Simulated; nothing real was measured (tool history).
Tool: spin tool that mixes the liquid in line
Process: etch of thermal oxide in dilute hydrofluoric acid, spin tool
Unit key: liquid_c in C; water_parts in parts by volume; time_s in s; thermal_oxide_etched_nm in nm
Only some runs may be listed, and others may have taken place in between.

run	hour	liquid_c	water_parts	time_s	thermal_oxide_etched_nm
1	0	24	50	270	26.181
2	0.9	27	50	270	29.467
3	4.4	27	35	270	42.94
4	5.1	27	20	270	77.988
5	11.5	27	20	290	81.579
6	13.3	26	20	290	80.168
7	16.3	25	20	290	75.421
8	23.2	24	20	290	73.407

Expected results for the next run?
9	30.6	23.5	20	290	?

thermal_oxide_etched_nm: 70.941 nm

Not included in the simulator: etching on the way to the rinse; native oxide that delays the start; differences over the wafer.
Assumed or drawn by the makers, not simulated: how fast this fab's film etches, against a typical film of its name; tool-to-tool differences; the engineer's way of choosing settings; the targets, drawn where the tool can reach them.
